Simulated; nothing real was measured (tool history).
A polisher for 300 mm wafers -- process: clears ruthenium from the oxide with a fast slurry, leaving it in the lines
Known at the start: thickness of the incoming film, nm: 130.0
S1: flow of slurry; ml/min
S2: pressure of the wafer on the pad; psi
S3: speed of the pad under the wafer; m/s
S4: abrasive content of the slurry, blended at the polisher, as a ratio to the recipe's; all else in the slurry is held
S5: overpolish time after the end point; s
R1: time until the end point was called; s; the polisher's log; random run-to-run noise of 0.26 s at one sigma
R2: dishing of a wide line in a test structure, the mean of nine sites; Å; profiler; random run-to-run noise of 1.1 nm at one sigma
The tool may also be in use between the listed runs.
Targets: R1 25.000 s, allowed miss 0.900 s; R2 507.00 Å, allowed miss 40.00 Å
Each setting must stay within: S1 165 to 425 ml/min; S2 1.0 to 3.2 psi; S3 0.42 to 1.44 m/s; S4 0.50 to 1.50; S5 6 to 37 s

run 1 hour=0.0 | S1=275 S2=2.1 S3=0.92 S4=1.00 S5=19 | R1=37.638 R2=336.23
run 2 hour=4.1 | S1=275 S2=2.1 S3=0.92 S4=1.00 S5=13 | R1=37.184 R2=271.00
run 3 hour=5.0 | S1=325 S2=2.1 S3=0.92 S4=1.00 S5=13 | R1=36.256 R2=281.45
run 4 hour=6.4 | S1=325 S2=2.1 S3=0.92 S4=1.10 S5=13 | R1=34.925 R2=268.39
run 5 hour=11.9 | S1=325 S2=2.1 S3=0.92 S4=1.10 S5=9 | R1=34.564 R2=217.07
run 6 hour=19.0 | S1=355 S2=2.1 S3=0.92 S4=1.10 S5=9 | R1=34.980 R2=214.31
run 7 hour=25.2 | S1=355 S2=2.1 S3=0.92 S4=1.10 S5=9 | R1=34.543 R2=208.95
run 8 hour=33.1 | S1=350 S2=2.3 S3=0.92 S4=1.05 S5=11 | R1=32.747 R2=255.38
run 9 hour=36.9 | S1=345 S2=2.9 S3=0.90 S4=0.95 S5=20 | R1=28.386 R2=401.35
run 10 hour=37.7 | S1=345 S2=3.0 S3=0.90 S4=0.95 S5=21 | R1=27.655 R2=431.70
run 11 hour=38.7 | S1=345 S2=3.1 S3=0.92 S4=0.95 S5=22 | R1=26.157 R2=447.43
run 12 hour=43.4 | S1=345 S2=3.2 S3=0.94 S4=0.95 S5=24 | R1=25.247 R2=459.16

Next run, 5 choices. One meets every target within its allowed miss, the rest don't. Which?
run A hour=48.1 | S1=425 S2=3.1 S3=0.90 S4=1.15 S5=17 | R1=? R2=?
run B hour=48.1 | S1=360 S2=3.2 S3=0.90 S4=1.00 S5=32 | R1=? R2=?
run C hour=48.1 | S1=335 S2=2.9 S3=1.04 S4=0.90 S5=17 | R1=? R2=?
run D hour=48.1 | S1=345 S2=3.1 S3=0.88 S4=1.00 S5=21 | R1=? R2=?
run E hour=48.1 | S1=400 S2=3.1 S3=0.90 S4=1.10 S5=22 | R1=? R2=?

move=A R1=24.142 R2=398.14
move=B R1=25.181 R2=495.47
move=C R1=25.296 R2=389.00
move=D R1=26.559 R2=420.25
move=E R1=24.689 R2=441.87
A: lands further from the targets than the last run did
B: all results land within tolerance of their targets
C: lands further from the targets than the last run did
D: lands further from the targets than the last run did
E: lands further from the targets than the last run did
Correct choice: B, which meets every target
